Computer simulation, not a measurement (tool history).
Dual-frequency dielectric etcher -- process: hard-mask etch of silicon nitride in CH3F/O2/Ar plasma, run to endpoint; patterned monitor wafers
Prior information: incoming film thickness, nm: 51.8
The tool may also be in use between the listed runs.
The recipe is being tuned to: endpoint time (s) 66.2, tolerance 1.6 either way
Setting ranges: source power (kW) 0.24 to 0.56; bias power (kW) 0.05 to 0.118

{"run": 1, "hour": 0.0, "source power (kW)": 0.4, "bias power (kW)": 0.084, "endpoint time (s)": 74.263}
{"run": 2, "hour": 2.3, "source power (kW)": 0.41, "bias power (kW)": 0.085, "endpoint time (s)": 72.442}
{"run": 3, "hour": 4.2, "source power (kW)": 0.42, "bias power (kW)": 0.086, "endpoint time (s)": 70.953}
{"run": 4, "hour": 13.1, "source power (kW)": 0.43, "bias power (kW)": 0.086, "endpoint time (s)": 70.255}
{"run": 5, "hour": 17.4, "source power (kW)": 0.43, "bias power (kW)": 0.078, "endpoint time (s)": 73.805}
{"run": 6, "hour": 25.6, "source power (kW)": 0.43, "bias power (kW)": 0.09, "endpoint time (s)": 69.216}
{"run": 7, "hour": 29.3, "source power (kW)": 0.44, "bias power (kW)": 0.09, "endpoint time (s)": 69.3}
{"run": 8, "hour": 32.3, "source power (kW)": 0.45, "bias power (kW)": 0.09, "endpoint time (s)": 68.105}

Pick the move, out of 5, that brings all results within their allowed miss; only one does.
{"run": "A", "hour": 35.3, "source power (kW)": 0.46, "bias power (kW)": 0.079, "endpoint time (s)": "?"}
{"run": "B", "hour": 35.3, "source power (kW)": 0.49, "bias power (kW)": 0.076, "endpoint time (s)": "?"}
{"run": "C", "hour": 35.3, "source power (kW)": 0.43, "bias power (kW)": 0.092, "endpoint time (s)": "?"}
{"run": "D", "hour": 35.3, "source power (kW)": 0.55, "bias power (kW)": 0.078, "endpoint time (s)": "?"}
{"run": "E", "hour": 35.3, "source power (kW)": 0.38, "bias power (kW)": 0.103, "endpoint time (s)": "?"}

move=A endpoint_time_(s)=71.303
move=B endpoint_time_(s)=70.37
move=C endpoint_time_(s)=69.367
move=D endpoint_time_(s)=66.355
move=E endpoint_time_(s)=70.089
A: further off than the last run
B: further off than the last run
C: further off than the last run
D: in spec on every target
E: further off than the last run
The move that meets every target is D.
